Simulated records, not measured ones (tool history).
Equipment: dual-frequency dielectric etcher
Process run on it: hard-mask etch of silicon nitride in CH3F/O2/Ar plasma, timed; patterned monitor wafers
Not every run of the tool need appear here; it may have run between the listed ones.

run	hour	source power (W)	bias power (W)	etch time (s)	mean etch depth across the wafer (angstrom)
1	0	360	67	164	1020.5
2	5.5	360	56	164	941.8
3	8.4	390	58	164	992.11
4	9.4	410	59	164	1030.2
# hour 14.4: source power generator calibrated
5	14.4	420	59	164	1007.9
6	22.3	420	59	152	950.67

What will run 7 give?
7	23	430	63	153	?

{"run 7": {"mean etch depth across the wafer (angstrom)": 991.22}}
